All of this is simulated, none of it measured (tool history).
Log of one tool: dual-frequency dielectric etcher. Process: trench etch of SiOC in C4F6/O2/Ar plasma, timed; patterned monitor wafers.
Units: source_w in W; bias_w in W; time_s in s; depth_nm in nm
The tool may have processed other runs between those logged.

| run | hour | source_w | bias_w | time_s | depth_nm |
|---|---|---|---|---|---|
| 1 | 0.0 | 470 | 166 | 9.5 | 20.186 |
| 2 | 2.3 | 450 | 164 | 9.5 | 20.302 |
| 3 | 8.9 | 440 | 156 | 9.5 | 19.866 |
| 4 | 10.9 | 500 | 156 | 9.5 | 20.401 |
| 5 | 12.0 | 500 | 173 | 9.5 | 21.134 |
| 6 | 16.2 | 470 | 168 | 9.5 | 20.487 |
| 7 | 17.3 | 440 | 163 | 9.5 | 19.947 |
| 8 | 18.3 | 440 | 163 | 9.5 | 19.976 |
| 9 | 20.7 | 420 | 160 | 9.5 | 19.490 |
| 10 | 26.5 | 410 | 158 | 9.5 | 19.238 |

Expected results for the next run?
| 11 | 28.6 | 400 | 157 | 9.5 | ? |

{"run 11": {"depth_nm": 19.294}}
